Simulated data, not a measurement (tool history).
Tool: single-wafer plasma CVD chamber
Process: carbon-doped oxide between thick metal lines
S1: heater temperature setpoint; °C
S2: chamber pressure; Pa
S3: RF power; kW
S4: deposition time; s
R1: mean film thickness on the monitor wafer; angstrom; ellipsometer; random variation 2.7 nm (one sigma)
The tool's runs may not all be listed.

run 1 hour=0 | S1=370 S2=577 S3=0.475 S4=146 | R1=7256.8
run 2 hour=3.2 | S1=371 S2=551 S3=0.455 S4=146 | R1=6991.8
run 3 hour=6.5 | S1=371 S2=551 S3=0.455 S4=138 | R1=6587.6
run 4 hour=11 | S1=372 S2=520 S3=0.45 S4=138 | R1=6514.1
run 5 hour=12.4 | S1=372 S2=520 S3=0.4 S4=138 | R1=5866.4
run 6 hour=17.7 | S1=372 S2=520 S3=0.4 S4=146 | R1=6262.8
run 7 hour=23.2 | S1=373 S2=499 S3=0.395 S4=146 | R1=6099.2

The next listed run, before its measurement:
run 8 hour=31.9 | S1=374 S2=480 S3=0.395 S4=146 | R1=?

Run 8 gave R1 6151.6 angstrom.

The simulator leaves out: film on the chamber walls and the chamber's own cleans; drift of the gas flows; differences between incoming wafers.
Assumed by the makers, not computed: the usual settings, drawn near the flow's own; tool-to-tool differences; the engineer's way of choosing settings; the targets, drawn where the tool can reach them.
